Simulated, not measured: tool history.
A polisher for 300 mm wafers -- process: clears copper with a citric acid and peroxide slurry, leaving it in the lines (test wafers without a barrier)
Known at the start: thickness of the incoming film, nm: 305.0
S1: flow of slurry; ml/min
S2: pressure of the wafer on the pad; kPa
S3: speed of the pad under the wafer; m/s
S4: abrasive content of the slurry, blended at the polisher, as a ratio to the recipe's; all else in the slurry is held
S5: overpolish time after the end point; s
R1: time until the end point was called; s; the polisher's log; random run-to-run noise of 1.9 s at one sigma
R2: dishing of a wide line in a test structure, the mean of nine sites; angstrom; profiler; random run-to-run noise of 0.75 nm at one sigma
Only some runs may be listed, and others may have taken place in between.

run	hour	S1	S2	S3	S4	S5	R1	R2
1	0.0	165	15.2	1.10	1.0	23	177.80	342.49
2	3.1	165	15.2	1.26	1.0	23	154.91	379.89
3	4.2	165	12.4	1.26	1.0	23	187.59	307.90
4	5.5	120	12.4	1.26	1.0	23	205.44	287.00
5	8.1	135	13.1	1.26	1.0	25	188.28	344.40
6	13.8	135	13.1	1.26	1.2	25	177.81	358.10
7	17.0	145	13.8	1.26	1.2	27	166.45	397.70
8	18.7	155	13.8	1.26	1.2	28	166.37	422.19

Estimate the outcome of run 9 from the log above:
9	20.8	165	13.8	1.26	1.2	29	?	?

{"run 9": {"R1": 163.63, "R2": 434.12}}
